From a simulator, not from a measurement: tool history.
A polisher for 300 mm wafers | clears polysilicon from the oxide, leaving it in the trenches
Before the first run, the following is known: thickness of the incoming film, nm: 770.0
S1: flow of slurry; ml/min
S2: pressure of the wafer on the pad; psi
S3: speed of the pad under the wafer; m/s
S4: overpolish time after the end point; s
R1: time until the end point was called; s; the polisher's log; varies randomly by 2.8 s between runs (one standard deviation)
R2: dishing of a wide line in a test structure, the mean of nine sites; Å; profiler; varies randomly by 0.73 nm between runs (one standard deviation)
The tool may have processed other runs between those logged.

run 1 day=0.000 | S1=270 S2=1.8 S3=1.00 S4=13 | R1=86.471 R2=461.64
run 2 day=0.071 | S1=270 S2=1.7 S3=0.96 S4=12 | R1=94.389 R2=448.36
run 3 day=0.408 | S1=270 S2=1.7 S3=0.96 S4=7 | R1=96.081 R2=343.68
run 4 day=0.658 | S1=270 S2=1.6 S3=0.94 S4=7 | R1=105.690 R2=333.70
run 5 day=0.783 | S1=315 S2=1.6 S3=0.94 S4=7 | R1=98.905 R2=324.36
-- day=0.825 head pressure recalibrated
run 6 day=0.825 | S1=315 S2=1.6 S3=0.94 S4=4 | R1=96.036 R2=241.00
run 7 day=0.958 | S1=310 S2=1.1 S3=0.72 S4=10 | R1=164.100 R2=299.97
run 8 day=1.033 | S1=300 S2=1.1 S3=0.72 S4=10 | R1=164.950 R2=308.23
run 9 day=1.242 | S1=295 S2=1.1 S3=0.72 S4=10 | R1=164.500 R2=304.48
run 10 day=1.388 | S1=295 S2=1.1 S3=0.72 S4=10 | R1=167.240 R2=296.41
run 11 day=1.592 | S1=285 S2=1.1 S3=0.72 S4=10 | R1=162.840 R2=308.74
run 12 day=1.742 | S1=255 S2=0.8 S3=0.70 S4=16 | R1=229.870 R2=324.47
run 13 day=1.871 | S1=260 S2=0.8 S3=0.70 S4=16 | R1=235.360 R2=345.18

Expected results for the next run?
run 14 day=1.896 | S1=265 S2=0.8 S3=0.70 S4=16 | R1=? R2=?

{"run 14": {"R1": 235.96, "R2": 340.51}}

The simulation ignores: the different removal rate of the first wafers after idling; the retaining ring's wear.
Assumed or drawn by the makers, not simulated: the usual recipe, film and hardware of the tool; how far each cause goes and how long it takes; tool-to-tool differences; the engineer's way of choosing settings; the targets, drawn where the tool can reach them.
